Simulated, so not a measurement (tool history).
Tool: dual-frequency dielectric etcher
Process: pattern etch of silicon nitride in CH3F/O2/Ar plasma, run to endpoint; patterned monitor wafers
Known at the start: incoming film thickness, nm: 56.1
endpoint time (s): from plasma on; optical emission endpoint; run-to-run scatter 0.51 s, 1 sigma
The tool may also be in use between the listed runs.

run	hour	source power (W)	bias power (W)	endpoint time (s)
1	0	330	54	94.973
2	1.9	330	46	99.136
3	8.1	280	46	108.05
4	9	270	46	109.48
5	10.4	270	53	106.63
6	11.3	260	53	107.31
7	16.1	250	53	109.34

What does the tool deliver on the next run?
8	20.6	240	53	?

endpoint time (s): 111.76
